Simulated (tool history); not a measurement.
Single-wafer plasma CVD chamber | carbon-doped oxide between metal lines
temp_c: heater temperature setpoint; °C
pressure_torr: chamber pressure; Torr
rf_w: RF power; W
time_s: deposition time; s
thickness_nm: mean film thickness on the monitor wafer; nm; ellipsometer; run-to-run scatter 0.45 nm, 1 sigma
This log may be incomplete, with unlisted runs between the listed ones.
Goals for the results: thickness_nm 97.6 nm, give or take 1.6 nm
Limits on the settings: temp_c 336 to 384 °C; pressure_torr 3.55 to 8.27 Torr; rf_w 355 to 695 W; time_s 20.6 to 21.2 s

{"run": 1, "hour": 0.0, "temp_c": 360, "pressure_torr": 5.91, "rf_w": 525, "time_s": 20.6, "thickness_nm": 107.19}
{"run": 2, "hour": 1.7, "temp_c": 363, "pressure_torr": 5.59, "rf_w": 515, "time_s": 20.6, "thickness_nm": 105.4}
{"run": 3, "hour": 6.0, "temp_c": 363, "pressure_torr": 5.59, "rf_w": 565, "time_s": 20.6, "thickness_nm": 110.78}
{"run": 4, "hour": 11.5, "temp_c": 363, "pressure_torr": 5.59, "rf_w": 520, "time_s": 20.6, "thickness_nm": 104.99}
{"run": 5, "hour": 13.1, "temp_c": 363, "pressure_torr": 5.59, "rf_w": 555, "time_s": 20.6, "thickness_nm": 111.06}
{"run": 6, "hour": 17.1, "temp_c": 363, "pressure_torr": 6.63, "rf_w": 555, "time_s": 20.6, "thickness_nm": 112}
{"run": 7, "hour": 18.2, "temp_c": 365, "pressure_torr": 6.32, "rf_w": 530, "time_s": 20.6, "thickness_nm": 107.84}
{"run": 8, "hour": 18.8, "temp_c": 366, "pressure_torr": 6.03, "rf_w": 515, "time_s": 20.6, "thickness_nm": 105.05}
{"run": 9, "hour": 22.8, "temp_c": 368, "pressure_torr": 5.79, "rf_w": 505, "time_s": 20.6, "thickness_nm": 102.77}
{"run": 10, "hour": 25.0, "temp_c": 370, "pressure_torr": 5.61, "rf_w": 500, "time_s": 20.6, "thickness_nm": 101.35}
{"run": 11, "hour": 30.7, "temp_c": 371, "pressure_torr": 5.47, "rf_w": 495, "time_s": 20.6, "thickness_nm": 100.25}
{"run": 12, "hour": 38.4, "temp_c": 372, "pressure_torr": 5.37, "rf_w": 495, "time_s": 20.6, "thickness_nm": 99.673}
{"hour": 45.4, "done": "RF generator calibrated"}
{"run": 13, "hour": 45.4, "temp_c": 373, "pressure_torr": 5.29, "rf_w": 495, "time_s": 20.6, "thickness_nm": 103.83}
{"run": 14, "hour": 49.3, "temp_c": 371, "pressure_torr": 5.39, "rf_w": 485, "time_s": 20.6, "thickness_nm": 103.96}
{"run": 15, "hour": 56.4, "temp_c": 373, "pressure_torr": 5.48, "rf_w": 460, "time_s": 20.6, "thickness_nm": 100.64}

Which one of the following 5 next-run settings gets every result inside its allowed miss? There is exactly one.
{"run": "A", "hour": 63.5, "temp_c": 372, "pressure_torr": 5.76, "rf_w": 455, "time_s": 20.6, "thickness_nm": "?"}
{"run": "B", "hour": 63.5, "temp_c": 371, "pressure_torr": 6.52, "rf_w": 400, "time_s": 21, "thickness_nm": "?"}
{"run": "C", "hour": 63.5, "temp_c": 370, "pressure_torr": 4.59, "rf_w": 485, "time_s": 20.8, "thickness_nm": "?"}
{"run": "D", "hour": 63.5, "temp_c": 372, "pressure_torr": 4.93, "rf_w": 455, "time_s": 20.6, "thickness_nm": "?"}
{"run": "E", "hour": 63.5, "temp_c": 360, "pressure_torr": 5.35, "rf_w": 450, "time_s": 21.1, "thickness_nm": "?"}

move=A thickness_nm=100.99
move=B thickness_nm=95.647
move=C thickness_nm=103.35
move=D thickness_nm=99.003
move=E thickness_nm=105.13
A: the biggest miss grows against the last run
B: pushes the last run's worst result past its target
C: the biggest miss grows against the last run
D: in spec on every target
E: the biggest miss grows against the last run
The right move is D.
